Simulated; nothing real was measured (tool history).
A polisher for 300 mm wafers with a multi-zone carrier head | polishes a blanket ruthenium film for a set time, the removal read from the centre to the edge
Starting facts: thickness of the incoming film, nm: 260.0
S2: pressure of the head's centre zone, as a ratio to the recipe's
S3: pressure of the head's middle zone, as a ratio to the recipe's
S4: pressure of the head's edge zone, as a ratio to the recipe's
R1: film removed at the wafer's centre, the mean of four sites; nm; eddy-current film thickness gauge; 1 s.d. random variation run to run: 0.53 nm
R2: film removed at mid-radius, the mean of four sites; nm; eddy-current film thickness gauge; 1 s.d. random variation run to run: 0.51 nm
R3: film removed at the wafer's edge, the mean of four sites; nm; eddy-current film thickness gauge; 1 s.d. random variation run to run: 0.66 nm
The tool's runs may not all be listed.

{"run": 1, "hour": 0.0, "flow of slurry (ml/min)": 255, "S2": 1.0, "S3": 1.0, "S4": 1.0, "polishing time (s)": 67, "R1": 72.569, "R2": 78.408, "R3": 75.736}
{"run": 2, "hour": 6.7, "flow of slurry (ml/min)": 255, "S2": 1.03, "S3": 1.0, "S4": 1.0, "polishing time (s)": 67, "R1": 75.065, "R2": 77.651, "R3": 76.82}
{"run": 3, "hour": 8.8, "flow of slurry (ml/min)": 255, "S2": 1.03, "S3": 0.94, "S4": 1.0, "polishing time (s)": 67, "R1": 76.184, "R2": 71.032, "R3": 74.846}
{"run": 4, "hour": 15.7, "flow of slurry (ml/min)": 250, "S2": 1.02, "S3": 0.92, "S4": 1.0, "polishing time (s)": 64, "R1": 69.699, "R2": 67.699, "R3": 72.852}
{"run": 5, "hour": 17.3, "flow of slurry (ml/min)": 290, "S2": 1.02, "S3": 0.92, "S4": 1.0, "polishing time (s)": 64, "R1": 71.16, "R2": 68.117, "R3": 72.369}
{"run": 6, "hour": 23.8, "flow of slurry (ml/min)": 290, "S2": 1.02, "S3": 0.97, "S4": 1.0, "polishing time (s)": 64, "R1": 70.794, "R2": 72.125, "R3": 72.227}
{"run": 7, "hour": 25.5, "flow of slurry (ml/min)": 290, "S2": 1.03, "S3": 0.95, "S4": 1.0, "polishing time (s)": 61, "R1": 69.091, "R2": 67.261, "R3": 71.021}

The next listed run, before its measurement:
{"run": 8, "hour": 26.5, "flow of slurry (ml/min)": 275, "S2": 1.07, "S3": 0.85, "S4": 0.9, "polishing time (s)": 43, "R1": "?", "R2": "?", "R3": "?"}

{"run 8": {"R1": 51.645, "R2": 42.229, "R3": 47.124}}
